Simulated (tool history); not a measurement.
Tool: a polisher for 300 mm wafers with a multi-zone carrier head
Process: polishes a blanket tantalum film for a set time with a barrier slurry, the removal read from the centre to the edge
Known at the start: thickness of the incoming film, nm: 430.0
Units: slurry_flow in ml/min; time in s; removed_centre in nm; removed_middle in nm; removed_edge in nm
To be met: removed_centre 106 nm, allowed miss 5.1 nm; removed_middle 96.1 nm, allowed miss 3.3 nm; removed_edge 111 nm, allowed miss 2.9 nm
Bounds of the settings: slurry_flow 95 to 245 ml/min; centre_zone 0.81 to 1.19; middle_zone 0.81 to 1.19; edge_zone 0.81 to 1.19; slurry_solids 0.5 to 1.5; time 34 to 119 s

{"run": 1, "day": 0.0, "slurry_flow": 155, "centre_zone": 1, "middle_zone": 1, "edge_zone": 1, "slurry_solids": 1, "time": 76, "removed_centre": 142.51, "removed_middle": 145.48, "removed_edge": 152.61}
{"run": 2, "day": 0.071, "slurry_flow": 155, "centre_zone": 1, "middle_zone": 1.06, "edge_zone": 1, "slurry_solids": 1, "time": 76, "removed_centre": 146.98, "removed_middle": 150.28, "removed_edge": 148.32}
{"run": 3, "day": 0.121, "slurry_flow": 155, "centre_zone": 1.07, "middle_zone": 1.06, "edge_zone": 1, "slurry_solids": 1, "time": 76, "removed_centre": 151.48, "removed_middle": 151.57, "removed_edge": 149.79}
{"run": 4, "day": 0.3, "slurry_flow": 145, "centre_zone": 1.08, "middle_zone": 0.99, "edge_zone": 0.97, "slurry_solids": 0.85, "time": 72, "removed_centre": 135.15, "removed_middle": 124.89, "removed_edge": 130.01}
{"run": 5, "day": 0.492, "slurry_flow": 130, "centre_zone": 1.04, "middle_zone": 0.94, "edge_zone": 0.94, "slurry_solids": 0.8, "time": 72, "removed_centre": 118.29, "removed_middle": 111.82, "removed_edge": 122.14}
{"run": 6, "day": 0.633, "slurry_flow": 130, "centre_zone": 1.04, "middle_zone": 0.94, "edge_zone": 0.94, "slurry_solids": 0.8, "time": 79, "removed_centre": 133.11, "removed_middle": 121.72, "removed_edge": 133.93}
{"run": 7, "day": 0.662, "slurry_flow": 120, "centre_zone": 1.02, "middle_zone": 0.91, "edge_zone": 0.9, "slurry_solids": 0.75, "time": 79, "removed_centre": 125.5, "removed_middle": 113.07, "removed_edge": 122.58}
{"day": 0.996, "done": "edge zone pressure recalibrated"}
{"run": 8, "day": 0.996, "slurry_flow": 115, "centre_zone": 0.99, "middle_zone": 0.88, "edge_zone": 0.89, "slurry_solids": 0.75, "time": 79, "removed_centre": 119.38, "removed_middle": 108.2, "removed_edge": 117.39}

Which of these 5 next moves meets every target?
{"run": "A", "day": 1.329, "slurry_flow": 100, "centre_zone": 1, "middle_zone": 0.81, "edge_zone": 0.96, "slurry_solids": 0.75, "time": 73, "removed_centre": "?", "removed_middle": "?", "removed_edge": "?"}
{"run": "B", "day": 1.329, "slurry_flow": 165, "centre_zone": 0.95, "middle_zone": 0.85, "edge_zone": 0.97, "slurry_solids": 0.9, "time": 61, "removed_centre": "?", "removed_middle": "?", "removed_edge": "?"}
{"run": "C", "day": 1.329, "slurry_flow": 95, "centre_zone": 0.95, "middle_zone": 0.92, "edge_zone": 0.96, "slurry_solids": 0.75, "time": 71, "removed_centre": "?", "removed_middle": "?", "removed_edge": "?"}
{"run": "D", "day": 1.329, "slurry_flow": 105, "centre_zone": 0.92, "middle_zone": 0.91, "edge_zone": 1.05, "slurry_solids": 0.7, "time": 73, "removed_centre": "?", "removed_middle": "?", "removed_edge": "?"}
{"run": "E", "day": 1.329, "slurry_flow": 165, "centre_zone": 1.02, "middle_zone": 0.88, "edge_zone": 0.9, "slurry_solids": 0.95, "time": 69, "removed_centre": "?", "removed_middle": "?", "removed_edge": "?"}

move=A removed_centre=109.16 removed_middle=90.492 removed_edge=110.32
move=B removed_centre=109.26 removed_middle=97.702 removed_edge=111.35
move=C removed_centre=99.283 removed_middle=96.417 removed_edge=106.13
move=D removed_centre=96.771 removed_middle=95.796 removed_edge=110.19
move=E removed_centre=136.34 removed_middle=116.72 removed_edge=124.81
A: takes the result that was furthest off past its target
B: meets every target
C: brings the result that was furthest off to its target, and leaves another outside
D: brings the result that was furthest off to its target, and leaves another outside
E: further off than the last run
Answer: B
